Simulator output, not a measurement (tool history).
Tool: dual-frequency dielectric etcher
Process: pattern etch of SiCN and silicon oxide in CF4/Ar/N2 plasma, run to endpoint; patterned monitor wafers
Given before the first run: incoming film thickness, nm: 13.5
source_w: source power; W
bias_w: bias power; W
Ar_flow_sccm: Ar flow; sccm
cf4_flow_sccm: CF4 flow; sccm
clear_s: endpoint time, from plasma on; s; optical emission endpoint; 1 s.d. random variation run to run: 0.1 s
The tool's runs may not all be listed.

run,hour,source_w,bias_w,Ar_flow_sccm,cf4_flow_sccm,clear_s
1,0,310,95,119,49,22.438
2,4.4,290,95,119,49,23.219
3,6.3,290,95,128,49,23.219
4,15.2,290,102,128,49,22.653
5,24.2,290,102,148,49,23.103
# hour 30.1: bias power generator calibrated
6,30.1,270,102,148,49,23.357

Forecast run 7:
7,33.5,250,97,148,48,?

Run 7 produced clear_s 25.093 s.

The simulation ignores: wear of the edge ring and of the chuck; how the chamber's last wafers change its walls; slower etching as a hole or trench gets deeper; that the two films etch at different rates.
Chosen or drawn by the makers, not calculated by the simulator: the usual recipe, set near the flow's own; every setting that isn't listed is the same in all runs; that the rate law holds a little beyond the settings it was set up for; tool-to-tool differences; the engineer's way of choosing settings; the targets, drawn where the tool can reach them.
